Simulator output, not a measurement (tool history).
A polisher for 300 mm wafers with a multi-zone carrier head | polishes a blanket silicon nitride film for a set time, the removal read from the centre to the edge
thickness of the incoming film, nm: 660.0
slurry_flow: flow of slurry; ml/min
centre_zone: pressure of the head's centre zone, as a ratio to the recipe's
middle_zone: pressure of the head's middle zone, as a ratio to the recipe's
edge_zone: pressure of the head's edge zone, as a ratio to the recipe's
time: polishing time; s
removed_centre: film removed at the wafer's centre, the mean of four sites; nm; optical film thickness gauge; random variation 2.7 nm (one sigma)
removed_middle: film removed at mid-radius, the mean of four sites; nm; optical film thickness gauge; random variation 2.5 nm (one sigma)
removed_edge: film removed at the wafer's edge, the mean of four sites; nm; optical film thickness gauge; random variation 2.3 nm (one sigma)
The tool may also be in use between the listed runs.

Run 1, hour 0.0: slurry_flow 235 ml/min, centre_zone 1.00, middle_zone 1.00, edge_zone 1.00, time 77 s. Result: removed_centre 140.30 nm, removed_middle 131.47 nm, removed_edge 139.33 nm.
Run 2, hour 3.4: slurry_flow 235 ml/min, centre_zone 1.00, middle_zone 1.00, edge_zone 0.93, time 77 s. Result: removed_centre 145.11 nm, removed_middle 132.19 nm, removed_edge 134.94 nm.
Run 3, hour 4.1: slurry_flow 235 ml/min, centre_zone 1.00, middle_zone 0.96, edge_zone 0.93, time 77 s. Result: removed_centre 141.76 nm, removed_middle 126.48 nm, removed_edge 134.03 nm.
Run 4, hour 4.6: slurry_flow 235 ml/min, centre_zone 1.02, middle_zone 0.99, edge_zone 0.96, time 81 s. Result: removed_centre 150.17 nm, removed_middle 137.22 nm, removed_edge 143.81 nm.
Run 5, hour 7.2: slurry_flow 240 ml/min, centre_zone 1.04, middle_zone 1.00, edge_zone 0.97, time 84 s. Result: removed_centre 162.87 nm, removed_middle 149.43 nm, removed_edge 149.70 nm.
Run 6, hour 11.0: slurry_flow 240 ml/min, centre_zone 1.01, middle_zone 1.00, edge_zone 0.97, time 84 s. Result: removed_centre 159.29 nm, removed_middle 144.79 nm, removed_edge 148.96 nm.

Forecast run 7:
Run 7, hour 16.1: slurry_flow 240 ml/min, centre_zone 1.03, middle_zone 1.01, edge_zone 0.99, time 86 s. Result: removed_centre ?, removed_middle ?, removed_edge ?.

{"run 7": {"removed_centre": 167.23, "removed_middle": 152.57, "removed_edge": 156.16}}
